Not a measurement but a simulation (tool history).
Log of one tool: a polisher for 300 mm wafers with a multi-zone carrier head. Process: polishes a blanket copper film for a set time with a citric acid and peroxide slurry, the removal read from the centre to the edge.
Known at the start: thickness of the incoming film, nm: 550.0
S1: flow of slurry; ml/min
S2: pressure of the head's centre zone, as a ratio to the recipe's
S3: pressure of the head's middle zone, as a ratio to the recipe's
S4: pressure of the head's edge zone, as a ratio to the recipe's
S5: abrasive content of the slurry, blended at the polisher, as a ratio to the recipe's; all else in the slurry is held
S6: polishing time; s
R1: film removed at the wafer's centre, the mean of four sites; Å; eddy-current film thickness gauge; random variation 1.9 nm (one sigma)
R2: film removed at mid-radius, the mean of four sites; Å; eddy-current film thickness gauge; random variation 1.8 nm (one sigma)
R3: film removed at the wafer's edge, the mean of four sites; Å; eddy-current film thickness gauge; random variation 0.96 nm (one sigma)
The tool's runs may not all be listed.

| run | day | S1 | S2 | S3 | S4 | S5 | S6 | R1 | R2 | R3 |
|---|---|---|---|---|---|---|---|---|---|---|
| 1 | 0.000 | 175 | 1.00 | 1.00 | 1.00 | 1.00 | 43 | 966.25 | 991.71 | 1006.5 |
| 2 | 0.204 | 190 | 1.03 | 1.00 | 1.05 | 1.15 | 46 | 1085.40 | 1108.20 | 1131.6 |
| 3 | 0.262 | 195 | 1.06 | 0.98 | 1.08 | 1.25 | 49 | 1259.70 | 1201.60 | 1241.3 |
| 4 | 0.438 | 195 | 1.06 | 0.98 | 1.02 | 1.25 | 49 | 1224.40 | 1198.80 | 1220.3 |
| 5 | 0.808 | 195 | 1.06 | 0.98 | 1.02 | 1.25 | 41 | 1026.70 | 1004.90 | 1011.0 |
| 6 | 1.088 | 200 | 1.07 | 0.96 | 1.06 | 1.35 | 46 | 1220.60 | 1121.00 | 1181.2 |

Run 7 comes next. What will it give?
| 7 | 1.338 | 200 | 1.07 | 0.96 | 1.06 | 1.35 | 46 | ? | ? | ? |

R1: 1211.40 Å
R2: 1131.80 Å
R3: 1170.6 Å
